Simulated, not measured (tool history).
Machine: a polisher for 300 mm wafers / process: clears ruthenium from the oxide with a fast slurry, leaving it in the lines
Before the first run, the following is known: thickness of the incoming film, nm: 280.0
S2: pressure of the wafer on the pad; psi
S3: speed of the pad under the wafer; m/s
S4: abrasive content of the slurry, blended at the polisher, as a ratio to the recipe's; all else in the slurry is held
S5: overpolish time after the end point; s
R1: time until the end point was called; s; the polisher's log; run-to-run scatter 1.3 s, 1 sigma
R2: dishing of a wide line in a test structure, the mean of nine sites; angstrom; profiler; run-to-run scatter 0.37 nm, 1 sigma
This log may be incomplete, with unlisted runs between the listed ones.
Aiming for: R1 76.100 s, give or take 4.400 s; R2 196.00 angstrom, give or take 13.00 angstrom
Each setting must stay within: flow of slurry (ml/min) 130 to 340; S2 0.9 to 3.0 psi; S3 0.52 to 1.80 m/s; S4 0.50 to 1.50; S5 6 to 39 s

run 1 hour=0.0 | flow_of_slurry_(ml/min)=220 S2=1.9 S3=1.16 S4=1.00 S5=20 | R1=86.265 R2=524.71
run 2 hour=1.5 | flow_of_slurry_(ml/min)=220 S2=2.2 S3=1.16 S4=1.00 S5=20 | R1=72.998 R2=589.79
run 3 hour=6.9 | flow_of_slurry_(ml/min)=220 S2=2.3 S3=1.04 S4=0.95 S5=17 | R1=82.470 R2=480.63
run 4 hour=11.3 | flow_of_slurry_(ml/min)=220 S2=2.3 S3=1.04 S4=0.75 S5=17 | R1=91.725 R2=430.75
run 5 hour=20.3 | flow_of_slurry_(ml/min)=205 S2=2.3 S3=1.08 S4=0.70 S5=15 | R1=92.133 R2=391.38
run 6 hour=26.3 | flow_of_slurry_(ml/min)=205 S2=2.3 S3=1.08 S4=0.60 S5=15 | R1=98.258 R2=350.65
run 7 hour=34.6 | flow_of_slurry_(ml/min)=190 S2=2.2 S3=1.22 S4=0.60 S5=13 | R1=95.055 R2=334.35
run 8 hour=37.2 | flow_of_slurry_(ml/min)=180 S2=2.1 S3=1.32 S4=0.60 S5=12 | R1=90.915 R2=303.62
run 9 hour=40.8 | flow_of_slurry_(ml/min)=130 S2=1.5 S3=1.64 S4=0.60 S5=6 | R1=107.370 R2=138.63
run 10 hour=45.1 | flow_of_slurry_(ml/min)=135 S2=1.6 S3=1.66 S4=0.60 S5=6 | R1=100.540 R2=150.37
run 11 hour=48.2 | flow_of_slurry_(ml/min)=135 S2=1.7 S3=1.68 S4=0.60 S5=6 | R1=92.666 R2=158.81
run 12 hour=55.7 | flow_of_slurry_(ml/min)=140 S2=1.7 S3=1.70 S4=0.60 S5=6 | R1=89.646 R2=166.77
run 13 hour=59.6 | flow_of_slurry_(ml/min)=145 S2=1.7 S3=1.72 S4=0.60 S5=6 | R1=88.046 R2=171.09
run 14 hour=64.4 | flow_of_slurry_(ml/min)=145 S2=1.7 S3=1.74 S4=0.60 S5=6 | R1=90.961 R2=166.36

Next run, 5 choices. One meets every target within its allowed miss, the rest don't. Which?
run A hour=69.2 | flow_of_slurry_(ml/min)=130 S2=2.0 S3=1.48 S4=0.60 S5=6 | R1=? R2=?
run B hour=69.2 | flow_of_slurry_(ml/min)=175 S2=2.0 S3=1.70 S4=0.60 S5=6 | R1=? R2=?
run C hour=69.2 | flow_of_slurry_(ml/min)=130 S2=1.8 S3=1.80 S4=0.55 S5=6 | R1=? R2=?
run D hour=69.2 | flow_of_slurry_(ml/min)=175 S2=1.8 S3=1.76 S4=0.55 S5=6 | R1=? R2=?
run E hour=69.2 | flow_of_slurry_(ml/min)=130 S2=1.9 S3=1.66 S4=0.60 S5=6 | R1=? R2=?

move=A R1=89.878 R2=165.10
move=B R1=73.776 R2=199.09
move=C R1=86.269 R2=171.67
move=D R1=82.897 R2=178.30
move=E R1=84.440 R2=175.20
A: closes in on the targets versus the last run, not all within tolerance yet
B: each result inside its tolerance
C: closes in on the targets versus the last run, not all within tolerance yet
D: closes in on the targets versus the last run, not all within tolerance yet
E: closes in on the targets versus the last run, not all within tolerance yet
The right move is B.

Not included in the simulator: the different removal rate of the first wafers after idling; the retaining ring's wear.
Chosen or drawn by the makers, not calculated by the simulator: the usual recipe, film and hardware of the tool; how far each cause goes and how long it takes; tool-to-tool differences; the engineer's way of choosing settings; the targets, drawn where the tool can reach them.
